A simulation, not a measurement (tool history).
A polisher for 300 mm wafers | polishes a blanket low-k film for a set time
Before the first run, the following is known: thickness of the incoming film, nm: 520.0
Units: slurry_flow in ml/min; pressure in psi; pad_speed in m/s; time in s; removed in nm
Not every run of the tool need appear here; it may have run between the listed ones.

{"run": 1, "hour": 0.0, "slurry_flow": 265, "pressure": 1.8, "pad_speed": 1.26, "slurry_solids": 1.0, "time": 49, "removed": 18.667}
{"run": 2, "hour": 7.6, "slurry_flow": 265, "pressure": 1.9, "pad_speed": 1.26, "slurry_solids": 1.0, "time": 49, "removed": 19.555}
{"run": 3, "hour": 9.5, "slurry_flow": 265, "pressure": 2.0, "pad_speed": 1.26, "slurry_solids": 1.0, "time": 49, "removed": 20.249}
{"run": 4, "hour": 15.1, "slurry_flow": 265, "pressure": 2.0, "pad_speed": 1.06, "slurry_solids": 1.0, "time": 49, "removed": 17.495}
{"run": 5, "hour": 19.3, "slurry_flow": 265, "pressure": 2.0, "pad_speed": 1.06, "slurry_solids": 1.0, "time": 49, "removed": 17.654}
{"run": 6, "hour": 27.7, "slurry_flow": 265, "pressure": 2.0, "pad_speed": 1.06, "slurry_solids": 1.0, "time": 49, "removed": 17.584}

Forecast run 7:
{"run": 7, "hour": 35.3, "slurry_flow": 265, "pressure": 2.1, "pad_speed": 1.06, "slurry_solids": 1.0, "time": 49, "removed": "?"}

Run 7 gave removed 18.041 nm.

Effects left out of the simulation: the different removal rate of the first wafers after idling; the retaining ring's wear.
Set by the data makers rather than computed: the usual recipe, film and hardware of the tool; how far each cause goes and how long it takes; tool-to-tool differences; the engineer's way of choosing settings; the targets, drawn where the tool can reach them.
